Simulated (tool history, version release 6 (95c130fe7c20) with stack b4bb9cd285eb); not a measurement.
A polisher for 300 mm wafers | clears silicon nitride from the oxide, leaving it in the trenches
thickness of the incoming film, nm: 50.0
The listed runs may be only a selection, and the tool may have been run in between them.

run,day,flow of slurry (ml/min),pressure of the wafer on the pad (kPa),speed of the pad under the wafer (m/s),overpolish time after the end point (s),time until the end point was called (s)
1,0.000,250,11.7,0.94,9,86.258
2,0.196,250,11.7,0.94,9,85.045
3,0.467,250,10.3,0.94,9,96.608
4,0.808,250,11.7,0.96,9,88.749
5,0.925,250,9.7,0.96,9,102.880
6,1.021,250,9.7,1.14,9,89.070
7,1.225,250,11.0,1.16,9,78.310
8,1.550,250,11.7,1.18,9,74.089

The next listed run, before its measurement:
9,1.854,250,12.4,1.20,9,?

{"run 9": {"time until the end point was called (s)": 68.024}}

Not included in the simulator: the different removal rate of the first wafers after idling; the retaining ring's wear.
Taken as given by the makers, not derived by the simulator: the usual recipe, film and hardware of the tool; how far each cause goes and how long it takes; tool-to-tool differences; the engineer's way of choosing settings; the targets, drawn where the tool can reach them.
